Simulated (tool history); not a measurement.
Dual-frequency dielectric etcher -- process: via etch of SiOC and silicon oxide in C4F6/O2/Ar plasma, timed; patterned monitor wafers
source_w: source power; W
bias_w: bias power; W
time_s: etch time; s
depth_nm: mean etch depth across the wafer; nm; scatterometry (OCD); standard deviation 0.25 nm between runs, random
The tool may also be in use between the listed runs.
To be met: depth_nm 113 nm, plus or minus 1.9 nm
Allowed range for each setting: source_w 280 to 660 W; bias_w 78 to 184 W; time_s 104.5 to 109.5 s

{"run": 1, "hour": 0.0, "source_w": 470, "bias_w": 131, "time_s": 104.5, "depth_nm": 124.49}
{"run": 2, "hour": 4.7, "source_w": 460, "bias_w": 130, "time_s": 104.5, "depth_nm": 123.57}
{"run": 3, "hour": 12.4, "source_w": 450, "bias_w": 129, "time_s": 104.5, "depth_nm": 121.92}
{"run": 4, "hour": 18.4, "source_w": 440, "bias_w": 129, "time_s": 104.5, "depth_nm": 121.34}
{"run": 5, "hour": 25.7, "source_w": 440, "bias_w": 150, "time_s": 104.5, "depth_nm": 128.15}
{"run": 6, "hour": 31.3, "source_w": 420, "bias_w": 149, "time_s": 104.5, "depth_nm": 125.34}
{"run": 7, "hour": 35.1, "source_w": 410, "bias_w": 148, "time_s": 104.5, "depth_nm": 123.82}
{"run": 8, "hour": 42.7, "source_w": 400, "bias_w": 148, "time_s": 104.5, "depth_nm": 123.19}
{"run": 9, "hour": 44.3, "source_w": 400, "bias_w": 148, "time_s": 104.5, "depth_nm": 123.22}
{"run": 10, "hour": 52.4, "source_w": 390, "bias_w": 148, "time_s": 104.5, "depth_nm": 122.42}
{"run": 11, "hour": 59.9, "source_w": 290, "bias_w": 143, "time_s": 104.5, "depth_nm": 109.83}

4 next moves are on the table. One of them brings every result within its allowed miss. Which?
{"run": "A", "hour": 67.4, "source_w": 330, "bias_w": 118, "time_s": 104.5, "depth_nm": "?"}
{"run": "B", "hour": 67.4, "source_w": 280, "bias_w": 154, "time_s": 109.5, "depth_nm": "?"}
{"run": "C", "hour": 67.4, "source_w": 320, "bias_w": 123, "time_s": 109.5, "depth_nm": "?"}
{"run": "D", "hour": 67.4, "source_w": 280, "bias_w": 145, "time_s": 104.5, "depth_nm": "?"}

move=A depth_nm=107.24
move=B depth_nm=117.31
move=C depth_nm=112.89
move=D depth_nm=109.56
A: further off than the last run
B: moves the result that the last run missed by most past its target, out the other side
C: in spec on every target
D: further off than the last run
Answer: C

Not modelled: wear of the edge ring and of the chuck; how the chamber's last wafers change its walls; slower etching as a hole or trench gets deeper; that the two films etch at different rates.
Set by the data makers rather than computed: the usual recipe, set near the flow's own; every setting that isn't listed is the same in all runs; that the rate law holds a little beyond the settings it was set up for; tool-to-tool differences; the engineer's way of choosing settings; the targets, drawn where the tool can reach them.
